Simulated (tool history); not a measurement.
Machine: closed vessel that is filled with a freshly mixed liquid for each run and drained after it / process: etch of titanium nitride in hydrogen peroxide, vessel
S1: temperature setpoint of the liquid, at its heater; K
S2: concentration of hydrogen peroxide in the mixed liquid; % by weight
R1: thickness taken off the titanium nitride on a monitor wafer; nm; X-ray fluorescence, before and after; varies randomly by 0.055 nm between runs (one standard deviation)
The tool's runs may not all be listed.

run 1 day=0.000 | S1=327.15 S2=19.5 time_in_the_liquid_(s)=100 | R1=8.2665
run 2 day=0.088 | S1=327.15 S2=21.5 time_in_the_liquid_(s)=100 | R1=8.4867
run 3 day=0.446 | S1=326.65 S2=21.5 time_in_the_liquid_(s)=100 | R1=8.1331
run 4 day=0.567 | S1=326.15 S2=21.5 time_in_the_liquid_(s)=100 | R1=7.7970
run 5 day=0.850 | S1=326.15 S2=21.5 time_in_the_liquid_(s)=105 | R1=8.2813
run 6 day=1.158 | S1=325.65 S2=21.5 time_in_the_liquid_(s)=105 | R1=7.9776

Forecast run 7:
run 7 day=1.354 | S1=325.15 S2=21.5 time_in_the_liquid_(s)=105 | R1=?

Run 7 measured R1 7.7382 nm.
